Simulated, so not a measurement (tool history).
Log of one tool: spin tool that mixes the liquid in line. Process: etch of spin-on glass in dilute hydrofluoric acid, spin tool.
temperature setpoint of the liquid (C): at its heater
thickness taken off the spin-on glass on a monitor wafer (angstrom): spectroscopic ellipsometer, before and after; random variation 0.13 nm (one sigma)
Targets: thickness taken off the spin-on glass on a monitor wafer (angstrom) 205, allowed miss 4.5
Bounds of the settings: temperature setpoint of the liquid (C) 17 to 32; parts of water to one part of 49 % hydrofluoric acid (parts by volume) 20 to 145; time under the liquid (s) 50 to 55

run	hour	temperature setpoint of the liquid (C)	parts of water to one part of 49 % hydrofluoric acid (parts by volume)	time under the liquid (s)	thickness taken off the spin-on glass on a monitor wafer (angstrom)
1	0	24	80	50	172.28
2	7.2	25	80	50	175.51
3	10.3	25	80	55	194.33
4	18.9	28.5	80	55	223.77
5	19.8	28	80	55	219.15
6	24.2	28	80	55	220.38
7	25.5	27.5	80	55	214.72
8	27.6	27	80	55	210.27

Which of these 5 next moves meets every target?
A	29.7	27.5	80	55	?
B	29.7	26	75	50	?
C	29.7	30	90	55	?
D	29.7	25.5	75	55	?
E	29.7	30	80	50	?

move	thickness taken off the spin-on glass on a monitor wafer (angstrom)
A	214.21
B	197.15
C	206.68
D	212.6
E	214.46
A: further off than the last run
B: takes the result that was furthest off past its target
C: meets every target
D: further off than the last run
E: further off than the last run
Answer: C
